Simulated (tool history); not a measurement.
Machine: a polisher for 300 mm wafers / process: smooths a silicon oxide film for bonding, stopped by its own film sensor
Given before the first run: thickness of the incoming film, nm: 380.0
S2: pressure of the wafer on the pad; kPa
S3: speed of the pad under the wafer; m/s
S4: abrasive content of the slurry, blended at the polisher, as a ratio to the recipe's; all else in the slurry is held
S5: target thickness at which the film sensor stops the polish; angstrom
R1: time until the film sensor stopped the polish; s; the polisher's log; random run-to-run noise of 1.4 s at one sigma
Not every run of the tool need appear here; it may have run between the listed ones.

Run 1, hour 0.0: flow of slurry (ml/min) 165, S2 16.5 kPa, S3 0.78 m/s, S4 1.0, S5 3290 angstrom. Result: R1 59.635 s.
Run 2, hour 5.6: flow of slurry (ml/min) 165, S2 16.5 kPa, S3 0.78 m/s, S4 1.0, S5 3290 angstrom. Result: R1 60.678 s.
Run 3, hour 11.7: flow of slurry (ml/min) 165, S2 15.9 kPa, S3 0.78 m/s, S4 1.0, S5 3290 angstrom. Result: R1 60.358 s.
Run 4, hour 13.6: flow of slurry (ml/min) 165, S2 15.9 kPa, S3 0.78 m/s, S4 1.0, S5 3330 angstrom. Result: R1 55.499 s.
Run 5, hour 15.7: flow of slurry (ml/min) 165, S2 15.9 kPa, S3 0.78 m/s, S4 0.8, S5 3330 angstrom. Result: R1 65.042 s.
Run 6, hour 17.9: flow of slurry (ml/min) 165, S2 15.2 kPa, S3 0.78 m/s, S4 0.8, S5 3330 angstrom. Result: R1 67.954 s.
Run 7, hour 25.1: flow of slurry (ml/min) 165, S2 14.5 kPa, S3 0.78 m/s, S4 0.8, S5 3330 angstrom. Result: R1 70.808 s.
Run 8, hour 28.3: flow of slurry (ml/min) 165, S2 13.8 kPa, S3 0.78 m/s, S4 0.8, S5 3330 angstrom. Result: R1 74.070 s.
Run 9, hour 34.4: flow of slurry (ml/min) 165, S2 13.1 kPa, S3 0.78 m/s, S4 0.8, S5 3330 angstrom. Result: R1 78.077 s.

Run 10 comes next. What will it give?
Run 10, hour 43.1: flow of slurry (ml/min) 165, S2 12.4 kPa, S3 0.78 m/s, S4 0.8, S5 3330 angstrom. Result: R1 ?.

{"run 10": {"R1": 81.107}}
